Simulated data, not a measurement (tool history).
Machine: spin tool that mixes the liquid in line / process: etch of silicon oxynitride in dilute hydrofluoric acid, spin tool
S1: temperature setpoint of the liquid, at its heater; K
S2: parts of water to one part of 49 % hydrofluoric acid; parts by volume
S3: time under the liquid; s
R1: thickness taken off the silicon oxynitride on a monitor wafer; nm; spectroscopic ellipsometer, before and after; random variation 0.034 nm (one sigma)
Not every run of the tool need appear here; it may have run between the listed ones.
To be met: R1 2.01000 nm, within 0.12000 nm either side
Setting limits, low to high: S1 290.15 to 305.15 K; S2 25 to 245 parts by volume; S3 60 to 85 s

run 1 hour=0.0 | S1=297.15 S2=135 S3=85 | R1=0.87331
run 2 hour=5.4 | S1=299.65 S2=135 S3=85 | R1=0.99466
run 3 hour=13.9 | S1=300.65 S2=120 S3=85 | R1=1.14470
run 4 hour=16.3 | S1=300.65 S2=150 S3=85 | R1=0.92906
run 5 hour=17.9 | S1=301.65 S2=130 S3=85 | R1=1.11630
run 6 hour=25.3 | S1=301.65 S2=130 S3=85 | R1=1.11110
run 7 hour=27.8 | S1=305.15 S2=75 S3=85 | R1=2.45180
run 8 hour=29.1 | S1=305.15 S2=75 S3=85 | R1=2.40160
run 9 hour=32.9 | S1=304.65 S2=75 S3=85 | R1=2.32180
run 10 hour=34.4 | S1=304.15 S2=75 S3=85 | R1=2.24430

Below are 4 possible settings for the next run. Only one of them brings all results inside the allowed miss of their targets. Which is it?
run A hour=35.9 | S1=305.15 S2=70 S3=80 | R1=?
run B hour=35.9 | S1=305.15 S2=75 S3=85 | R1=?
run C hour=35.9 | S1=305.15 S2=90 S3=85 | R1=?
run D hour=35.9 | S1=304.65 S2=75 S3=85 | R1=?

move=A R1=2.42200
move=B R1=2.38840
move=C R1=1.95760
move=D R1=2.33530
A: the biggest miss grows against the last run
B: the biggest miss grows against the last run
C: all results in spec
D: the biggest miss grows against the last run
The right move is C.
